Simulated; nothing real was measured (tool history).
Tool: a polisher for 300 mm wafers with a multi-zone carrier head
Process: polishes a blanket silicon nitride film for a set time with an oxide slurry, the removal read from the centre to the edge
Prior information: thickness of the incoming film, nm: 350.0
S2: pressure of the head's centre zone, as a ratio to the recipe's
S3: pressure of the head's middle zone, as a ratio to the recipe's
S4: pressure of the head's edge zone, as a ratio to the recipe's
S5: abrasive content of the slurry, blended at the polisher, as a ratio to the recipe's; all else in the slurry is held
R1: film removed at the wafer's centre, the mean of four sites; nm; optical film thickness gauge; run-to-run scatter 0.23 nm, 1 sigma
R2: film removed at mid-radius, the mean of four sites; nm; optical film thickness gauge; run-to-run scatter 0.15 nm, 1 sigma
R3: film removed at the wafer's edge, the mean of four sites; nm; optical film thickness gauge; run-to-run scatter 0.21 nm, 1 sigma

run 1 hour=0.0 | flow_of_slurry_(ml/min)=290 S2=1.00 S3=1.00 S4=1.00 S5=1.00 polishing_time_(s)=33 | R1=23.687 R2=24.740 R3=24.176
run 2 hour=3.4 | flow_of_slurry_(ml/min)=295 S2=1.01 S3=1.01 S4=0.97 S5=0.85 polishing_time_(s)=31 | R1=21.410 R2=20.962 R3=20.320
run 3 hour=5.7 | flow_of_slurry_(ml/min)=295 S2=1.01 S3=1.01 S4=1.05 S5=0.85 polishing_time_(s)=31 | R1=20.542 R2=21.160 R3=21.124
run 4 hour=12.4 | flow_of_slurry_(ml/min)=240 S2=1.01 S3=1.01 S4=1.05 S5=0.85 polishing_time_(s)=31 | R1=20.505 R2=20.898 R3=20.766
run 5 hour=17.6 | flow_of_slurry_(ml/min)=240 S2=1.01 S3=0.96 S4=1.05 S5=0.85 polishing_time_(s)=31 | R1=20.329 R2=19.724 R3=20.695
run 6 hour=24.6 | flow_of_slurry_(ml/min)=235 S2=0.99 S3=0.99 S4=1.01 S5=0.75 polishing_time_(s)=30 | R1=17.269 R2=17.876 R3=18.048

For run 7, what comes out?
run 7 hour=30.7 | flow_of_slurry_(ml/min)=230 S2=0.99 S3=1.01 S4=0.97 S5=0.70 polishing_time_(s)=30 | R1=? R2=? R3=?

R1: 16.617 nm
R2: 17.043 nm
R3: 16.382 nm

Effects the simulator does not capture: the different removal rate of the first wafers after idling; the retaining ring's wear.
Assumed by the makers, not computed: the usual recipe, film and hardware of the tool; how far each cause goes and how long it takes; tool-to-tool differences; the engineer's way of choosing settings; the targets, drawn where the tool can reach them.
